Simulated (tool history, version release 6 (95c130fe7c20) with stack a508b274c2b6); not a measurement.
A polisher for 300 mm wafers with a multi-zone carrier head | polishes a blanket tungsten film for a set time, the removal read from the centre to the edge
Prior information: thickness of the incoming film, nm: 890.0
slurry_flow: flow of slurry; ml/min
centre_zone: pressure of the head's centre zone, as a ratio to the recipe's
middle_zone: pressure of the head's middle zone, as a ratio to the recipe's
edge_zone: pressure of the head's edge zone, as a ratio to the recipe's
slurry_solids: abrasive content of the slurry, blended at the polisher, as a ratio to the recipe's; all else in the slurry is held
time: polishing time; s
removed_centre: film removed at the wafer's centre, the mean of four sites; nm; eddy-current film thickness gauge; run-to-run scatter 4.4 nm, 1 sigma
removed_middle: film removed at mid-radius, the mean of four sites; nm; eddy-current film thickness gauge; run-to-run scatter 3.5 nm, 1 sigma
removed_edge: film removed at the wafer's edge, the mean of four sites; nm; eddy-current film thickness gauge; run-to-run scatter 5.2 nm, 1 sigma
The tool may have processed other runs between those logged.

{"run": 1, "hour": 0.0, "slurry_flow": 275, "centre_zone": 1.0, "middle_zone": 1.0, "edge_zone": 1.0, "slurry_solids": 1.0, "time": 42, "removed_centre": 322.08, "removed_middle": 316.13, "removed_edge": 318.07}
{"run": 2, "hour": 5.1, "slurry_flow": 275, "centre_zone": 1.0, "middle_zone": 1.0, "edge_zone": 0.93, "slurry_solids": 1.0, "time": 42, "removed_centre": 322.42, "removed_middle": 319.49, "removed_edge": 304.59}
{"run": 3, "hour": 13.9, "slurry_flow": 335, "centre_zone": 1.0, "middle_zone": 1.0, "edge_zone": 0.93, "slurry_solids": 1.0, "time": 42, "removed_centre": 326.78, "removed_middle": 326.06, "removed_edge": 308.85}
{"run": 4, "hour": 15.5, "slurry_flow": 335, "centre_zone": 1.0, "middle_zone": 0.92, "edge_zone": 0.93, "slurry_solids": 1.0, "time": 42, "removed_centre": 330.43, "removed_middle": 305.1, "removed_edge": 318.35}
{"run": 5, "hour": 16.5, "slurry_flow": 335, "centre_zone": 1.02, "middle_zone": 0.93, "edge_zone": 0.95, "slurry_solids": 1.1, "time": 44, "removed_centre": 364.1, "removed_middle": 327.91, "removed_edge": 338.76}
{"run": 6, "hour": 24.8, "slurry_flow": 335, "centre_zone": 1.03, "middle_zone": 0.94, "edge_zone": 0.98, "slurry_solids": 1.15, "time": 46, "removed_centre": 389.35, "removed_middle": 353.69, "removed_edge": 374.65}
{"run": 7, "hour": 30.8, "slurry_flow": 340, "centre_zone": 1.05, "middle_zone": 0.95, "edge_zone": 0.99, "slurry_solids": 1.2, "time": 47, "removed_centre": 411.98, "removed_middle": 370.29, "removed_edge": 385.1}
{"run": 8, "hour": 35.0, "slurry_flow": 345, "centre_zone": 1.07, "middle_zone": 0.96, "edge_zone": 1.01, "slurry_solids": 1.25, "time": 48, "removed_centre": 434.21, "removed_middle": 375.0, "removed_edge": 405.72}
{"run": 9, "hour": 42.4, "slurry_flow": 350, "centre_zone": 1.08, "middle_zone": 0.98, "edge_zone": 1.02, "slurry_solids": 1.3, "time": 49, "removed_centre": 455.04, "removed_middle": 403.12, "removed_edge": 418.92}
{"run": 10, "hour": 47.0, "slurry_flow": 355, "centre_zone": 1.09, "middle_zone": 0.99, "edge_zone": 1.04, "slurry_solids": 1.35, "time": 49, "removed_centre": 456.95, "removed_middle": 409.36, "removed_edge": 430.02}

What does the tool deliver on the next run?
{"run": 11, "hour": 49.9, "slurry_flow": 360, "centre_zone": 1.1, "middle_zone": 0.99, "edge_zone": 1.05, "slurry_solids": 1.35, "time": 49, "removed_centre": "?", "removed_middle": "?", "removed_edge": "?"}

For run 11 the tool returned removed_centre 467.59 nm, removed_middle 409.77 nm, removed_edge 427.13 nm.
